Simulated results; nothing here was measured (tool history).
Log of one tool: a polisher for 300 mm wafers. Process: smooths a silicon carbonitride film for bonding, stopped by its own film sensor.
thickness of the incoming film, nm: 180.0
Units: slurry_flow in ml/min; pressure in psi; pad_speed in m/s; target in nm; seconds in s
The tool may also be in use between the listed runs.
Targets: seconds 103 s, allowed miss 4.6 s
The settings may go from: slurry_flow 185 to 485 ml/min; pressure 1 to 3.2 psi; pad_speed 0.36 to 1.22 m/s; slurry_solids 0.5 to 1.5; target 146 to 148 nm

run,hour,slurry_flow,pressure,pad_speed,slurry_solids,target,seconds
1,0,310,2.1,0.78,1,148,148.8
2,3.2,310,2.1,0.78,0.9,148,151.73
3,4.6,310,2.2,0.78,0.9,148,146.38
4,12.9,310,2.2,0.78,0.75,148,152.86
5,14.5,375,2.2,0.78,0.75,148,153.81
6,17.1,375,2.2,0.78,0.55,148,173.71
7,19.9,375,2.2,0.78,0.55,148,176.44
8,22.8,375,2.2,0.78,0.55,148,171.61
9,28.8,375,2.4,0.78,0.55,148,165.54
10,33.5,375,2.5,0.82,0.55,148,152
11,41.5,375,2.6,0.86,0.55,148,144.47
12,43.8,375,2.7,0.9,0.55,148,129.42
13,48.3,375,2.8,0.92,0.55,148,124.46

Which of these 4 next moves meets every target?
A,52.8,430,2.4,0.86,0.5,148,?
B,52.8,360,3.2,1.02,0.6,147,?
C,52.8,370,2.6,0.76,0.5,146,?
D,52.8,400,3.1,0.8,0.55,147,?

move,seconds
A,157.91
B,102.43
C,169.52
D,128.07
A: further off than the last run
B: meets every target
C: further off than the last run
D: further off than the last run
Answer: B

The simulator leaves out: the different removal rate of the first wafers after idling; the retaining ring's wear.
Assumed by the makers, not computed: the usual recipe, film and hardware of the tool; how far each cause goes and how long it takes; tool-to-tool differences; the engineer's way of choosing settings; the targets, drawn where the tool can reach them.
